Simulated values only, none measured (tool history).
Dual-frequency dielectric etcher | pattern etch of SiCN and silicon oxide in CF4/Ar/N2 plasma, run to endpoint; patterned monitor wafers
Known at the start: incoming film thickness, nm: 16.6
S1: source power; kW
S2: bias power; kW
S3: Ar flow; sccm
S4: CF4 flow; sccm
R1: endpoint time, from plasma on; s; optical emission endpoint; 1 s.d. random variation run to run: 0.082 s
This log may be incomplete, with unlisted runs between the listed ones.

{"run": 1, "hour": 0.0, "S1": 0.59, "S2": 0.088, "S3": 82, "S4": 75, "R1": 15.105}
{"run": 2, "hour": 1.6, "S1": 0.59, "S2": 0.095, "S3": 82, "S4": 75, "R1": 15.091}
{"run": 3, "hour": 10.3, "S1": 0.59, "S2": 0.111, "S3": 82, "S4": 75, "R1": 14.439}
{"run": 4, "hour": 14.9, "S1": 0.59, "S2": 0.12, "S3": 82, "S4": 75, "R1": 14.224}
{"run": 5, "hour": 22.1, "S1": 0.56, "S2": 0.119, "S3": 82, "S4": 75, "R1": 15.071}
{"run": 6, "hour": 30.0, "S1": 0.56, "S2": 0.119, "S3": 96, "S4": 75, "R1": 15.532}

What does the tool deliver on the next run?
{"run": 7, "hour": 36.7, "S1": 0.56, "S2": 0.119, "S3": 96, "S4": 75, "R1": "?"}

{"run 7": {"R1": 15.378}}
